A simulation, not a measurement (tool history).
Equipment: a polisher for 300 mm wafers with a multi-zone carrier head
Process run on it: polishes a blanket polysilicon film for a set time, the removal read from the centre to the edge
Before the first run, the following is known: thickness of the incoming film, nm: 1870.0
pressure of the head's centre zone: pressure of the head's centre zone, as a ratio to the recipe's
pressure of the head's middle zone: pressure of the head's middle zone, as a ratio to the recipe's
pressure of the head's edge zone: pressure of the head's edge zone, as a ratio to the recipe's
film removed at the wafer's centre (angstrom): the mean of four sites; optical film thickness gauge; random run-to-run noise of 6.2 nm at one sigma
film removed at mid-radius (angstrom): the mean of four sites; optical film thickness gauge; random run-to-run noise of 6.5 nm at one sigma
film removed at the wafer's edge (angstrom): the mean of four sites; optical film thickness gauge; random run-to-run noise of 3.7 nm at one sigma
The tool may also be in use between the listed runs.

run,hour,flow of slurry (ml/min),pressure of the head's centre zone,pressure of the head's middle zone,pressure of the head's edge zone,polishing time (s),film removed at the wafer's centre (angstrom),film removed at mid-radius (angstrom),film removed at the wafer's edge (angstrom)
1,0.0,150,1.00,1.00,1.00,61,6213.6,5962.3,6060.7
2,7.3,125,1.00,1.00,1.00,61,5818.5,5928.0,5803.6
3,15.0,125,1.00,1.00,0.94,61,5739.6,5879.7,5800.3
4,21.3,125,1.00,1.00,1.02,61,5779.1,5647.0,5895.8
5,22.5,125,1.01,0.98,1.00,57,5479.1,5419.7,5539.1
6,31.0,125,1.02,0.97,1.00,53,4966.6,4844.3,5195.0

Expected results for the next run?
7,36.2,120,1.05,0.98,0.98,51,?,?,?

{"run 7": {"film removed at the wafer's centre (angstrom)": 4861.0, "film removed at mid-radius (angstrom)": 4674.1, "film removed at the wafer's edge (angstrom)": 4917.2}}

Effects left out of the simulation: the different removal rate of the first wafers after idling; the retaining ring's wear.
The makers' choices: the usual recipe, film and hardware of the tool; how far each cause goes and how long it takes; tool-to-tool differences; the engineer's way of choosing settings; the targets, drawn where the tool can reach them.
